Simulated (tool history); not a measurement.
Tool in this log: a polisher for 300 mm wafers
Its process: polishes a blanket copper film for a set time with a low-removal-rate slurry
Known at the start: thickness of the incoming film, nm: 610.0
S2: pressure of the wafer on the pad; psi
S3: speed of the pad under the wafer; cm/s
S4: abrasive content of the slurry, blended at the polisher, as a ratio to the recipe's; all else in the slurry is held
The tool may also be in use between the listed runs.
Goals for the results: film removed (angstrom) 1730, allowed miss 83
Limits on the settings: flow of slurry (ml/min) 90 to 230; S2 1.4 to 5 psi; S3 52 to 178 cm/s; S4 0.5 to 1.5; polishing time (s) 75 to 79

run 1 hour=0 | flow_of_slurry_(ml/min)=150 S2=3.2 S3=114 S4=1 polishing_time_(s)=75 | film_removed_(angstrom)=2690
run 2 hour=1.8 | flow_of_slurry_(ml/min)=150 S2=2.8 S3=112 S4=1 polishing_time_(s)=75 | film_removed_(angstrom)=2296.4
run 3 hour=3.7 | flow_of_slurry_(ml/min)=150 S2=2.6 S3=112 S4=1 polishing_time_(s)=75 | film_removed_(angstrom)=2115.7
run 4 hour=7.1 | flow_of_slurry_(ml/min)=150 S2=2.4 S3=112 S4=1 polishing_time_(s)=75 | film_removed_(angstrom)=1981.8
run 5 hour=11.6 | flow_of_slurry_(ml/min)=150 S2=2.4 S3=112 S4=1.2 polishing_time_(s)=75 | film_removed_(angstrom)=2005.6
run 6 hour=13.5 | flow_of_slurry_(ml/min)=150 S2=2.4 S3=112 S4=1.2 polishing_time_(s)=79 | film_removed_(angstrom)=2140.8
run 7 hour=15.3 | flow_of_slurry_(ml/min)=150 S2=2.2 S3=112 S4=1.2 polishing_time_(s)=79 | film_removed_(angstrom)=1925.1
run 8 hour=19.7 | flow_of_slurry_(ml/min)=150 S2=2.1 S3=112 S4=1.2 polishing_time_(s)=79 | film_removed_(angstrom)=1882.4

Exercise: of the 4 proposed moves below, exactly one satisfies all targets within the stated allowed misses. Which move is it?
run A hour=24.1 | flow_of_slurry_(ml/min)=135 S2=2 S3=118 S4=1.2 polishing_time_(s)=79 | film_removed_(angstrom)=?
run B hour=24.1 | flow_of_slurry_(ml/min)=145 S2=2.1 S3=118 S4=1.2 polishing_time_(s)=75 | film_removed_(angstrom)=?
run C hour=24.1 | flow_of_slurry_(ml/min)=135 S2=3.1 S3=84 S4=1.5 polishing_time_(s)=75 | film_removed_(angstrom)=?
run D hour=24.1 | flow_of_slurry_(ml/min)=145 S2=1.6 S3=142 S4=1.15 polishing_time_(s)=75 | film_removed_(angstrom)=?

move=A film_removed_(angstrom)=1857.6
move=B film_removed_(angstrom)=1867.4
move=C film_removed_(angstrom)=2014
move=D film_removed_(angstrom)=1715.2
A: moves toward the targets from the last run without getting all of them in spec
B: moves toward the targets from the last run without getting all of them in spec
C: lands further from the targets than the last run did
D: meets every target
Move D is the one to make.

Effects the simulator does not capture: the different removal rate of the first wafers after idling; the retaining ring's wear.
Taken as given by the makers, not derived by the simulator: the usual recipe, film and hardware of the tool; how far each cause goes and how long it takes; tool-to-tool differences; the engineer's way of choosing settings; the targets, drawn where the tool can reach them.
